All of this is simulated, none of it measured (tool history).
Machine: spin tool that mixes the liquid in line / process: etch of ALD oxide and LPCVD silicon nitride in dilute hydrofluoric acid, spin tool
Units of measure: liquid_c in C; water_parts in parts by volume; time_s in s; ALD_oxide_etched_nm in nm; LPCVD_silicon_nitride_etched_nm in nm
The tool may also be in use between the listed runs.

| run | hour | liquid_c | water_parts | time_s | ALD_oxide_etched_nm | LPCVD_silicon_nitride_etched_nm |
|---|---|---|---|---|---|---|
| 1 | 0 | 25 | 115 | 180 | 27.615 | 0.93246 |
| 2 | 3.2 | 25 | 115 | 130 | 20.117 | 0.64146 |
| 3 | 8.6 | 25 | 100 | 130 | 23.684 | 0.76647 |
| 4 | 11.8 | 25 | 90 | 135 | 27.561 | 0.86914 |
| 5 | 18.9 | 25 | 90 | 160 | 32.622 | 1.0544 |
| 6 | 20.4 | 25 | 75 | 160 | 39.996 | 1.2993 |
| 7 | 29 | 22.5 | 25 | 160 | 116.16 | 3.172 |

Estimate the outcome of run 8 from the log above:
| 8 | 34.4 | 22.5 | 30 | 160 | ? | ? |

{"run 8": {"ALD_oxide_etched_nm": 96.093, "LPCVD_silicon_nitride_etched_nm": 2.7044}}
